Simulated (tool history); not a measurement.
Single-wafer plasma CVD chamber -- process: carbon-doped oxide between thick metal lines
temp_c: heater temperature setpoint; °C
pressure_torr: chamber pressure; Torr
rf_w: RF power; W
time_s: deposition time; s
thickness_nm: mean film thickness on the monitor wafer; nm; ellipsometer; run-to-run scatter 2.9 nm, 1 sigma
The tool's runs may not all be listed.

Run 1, day 0.000: temp_c 360 °C, pressure_torr 3.78 Torr, rf_w 415 W, time_s 189 s. Result: thickness_nm 789.27 nm.
Run 2, day 0.292: temp_c 364 °C, pressure_torr 3.52 Torr, rf_w 385 W, time_s 189 s. Result: thickness_nm 724.99 nm.
Run 3, day 0.467: temp_c 366 °C, pressure_torr 3.32 Torr, rf_w 365 W, time_s 189 s. Result: thickness_nm 684.43 nm.
Run 4, day 0.650: temp_c 357 °C, pressure_torr 3.32 Torr, rf_w 365 W, time_s 189 s. Result: thickness_nm 696.28 nm.
Run 5, day 0.692: temp_c 357 °C, pressure_torr 3.32 Torr, rf_w 365 W, time_s 189 s. Result: thickness_nm 694.11 nm.
At day 0.754: thermocouple changed; heater temperature recalibrated.
Run 6, day 0.754: temp_c 357 °C, pressure_torr 2.95 Torr, rf_w 365 W, time_s 189 s. Result: thickness_nm 679.92 nm.
Run 7, day 0.829: temp_c 358 °C, pressure_torr 2.81 Torr, rf_w 350 W, time_s 189 s. Result: thickness_nm 646.10 nm.
Run 8, day 1.133: temp_c 358 °C, pressure_torr 2.69 Torr, rf_w 340 W, time_s 189 s. Result: thickness_nm 632.47 nm.
Run 9, day 1.429: temp_c 358 °C, pressure_torr 2.59 Torr, rf_w 335 W, time_s 189 s. Result: thickness_nm 619.81 nm.
Run 10, day 1.788: temp_c 358 °C, pressure_torr 2.51 Torr, rf_w 330 W, time_s 189 s. Result: thickness_nm 602.74 nm.
Run 11, day 1.933: temp_c 359 °C, pressure_torr 2.45 Torr, rf_w 330 W, time_s 189 s. Result: thickness_nm 603.65 nm.
Run 12, day 2.221: temp_c 359 °C, pressure_torr 2.41 Torr, rf_w 325 W, time_s 189 s. Result: thickness_nm 592.04 nm.
Run 13, day 2.308: temp_c 359 °C, pressure_torr 2.38 Torr, rf_w 325 W, time_s 189 s. Result: thickness_nm 598.56 nm.
Run 14, day 2.542: temp_c 359 °C, pressure_torr 2.38 Torr, rf_w 325 W, time_s 189 s. Result: thickness_nm 600.97 nm.
Run 15, day 2.596: temp_c 359 °C, pressure_torr 2.38 Torr, rf_w 325 W, time_s 189 s. Result: thickness_nm 589.45 nm.

What will run 16 give?
Run 16, day 2.654: temp_c 359 °C, pressure_torr 2.35 Torr, rf_w 325 W, time_s 189 s. Result: thickness_nm ?.

thickness_nm: 597.11 nm
